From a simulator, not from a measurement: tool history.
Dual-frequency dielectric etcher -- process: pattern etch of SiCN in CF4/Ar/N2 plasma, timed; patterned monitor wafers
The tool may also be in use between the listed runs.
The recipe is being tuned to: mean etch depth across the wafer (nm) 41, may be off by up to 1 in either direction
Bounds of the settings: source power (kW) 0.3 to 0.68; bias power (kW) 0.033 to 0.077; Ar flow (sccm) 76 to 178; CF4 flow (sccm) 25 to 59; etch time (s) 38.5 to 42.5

| run | hour | source power (kW) | bias power (kW) | Ar flow (sccm) | CF4 flow (sccm) | etch time (s) | mean etch depth across the wafer (nm) |
|---|---|---|---|---|---|---|---|
| 1 | 0 | 0.49 | 0.055 | 127 | 42 | 42.5 | 33.114 |
| 2 | 7.8 | 0.49 | 0.055 | 127 | 36 | 42.5 | 32.275 |
| 3 | 10.8 | 0.49 | 0.064 | 127 | 36 | 42.5 | 33.313 |
| 4 | 12.7 | 0.44 | 0.064 | 127 | 36 | 42.5 | 29.74 |
| 5 | 13.6 | 0.44 | 0.064 | 147 | 36 | 42.5 | 28.623 |
| 6 | 22.2 | 0.44 | 0.074 | 147 | 36 | 42.5 | 29.599 |
| 7 | 23.1 | 0.47 | 0.074 | 147 | 36 | 42.5 | 32.102 |
| 8 | 24.7 | 0.49 | 0.074 | 147 | 36 | 42.5 | 33.38 |
| 9 | 27 | 0.51 | 0.074 | 147 | 36 | 42.5 | 34.859 |
| 10 | 28.4 | 0.52 | 0.074 | 147 | 36 | 42.5 | 35.319 |
| 11 | 35.4 | 0.53 | 0.074 | 147 | 36 | 42.5 | 36.266 |

4 next moves are on the table. One of them brings every result within its allowed miss. Which?
| A | 42.4 | 0.55 | 0.061 | 129 | 39 | 42.5 | ? |
| B | 42.4 | 0.6 | 0.063 | 126 | 38 | 42.5 | ? |
| C | 42.4 | 0.54 | 0.07 | 126 | 32 | 39.5 | ? |
| D | 42.4 | 0.45 | 0.071 | 120 | 37 | 40.5 | ? |

| move | mean etch depth across the wafer (nm) |
|---|---|
| A | 37.467 |
| B | 41.265 |
| C | 34.18 |
| D | 30.289 |
A: gains on the last run, yet a result remains outside its allowed miss
B: every result lands within tolerance
C: moves away from the targets compared with the last run
D: moves away from the targets compared with the last run
Answer: B
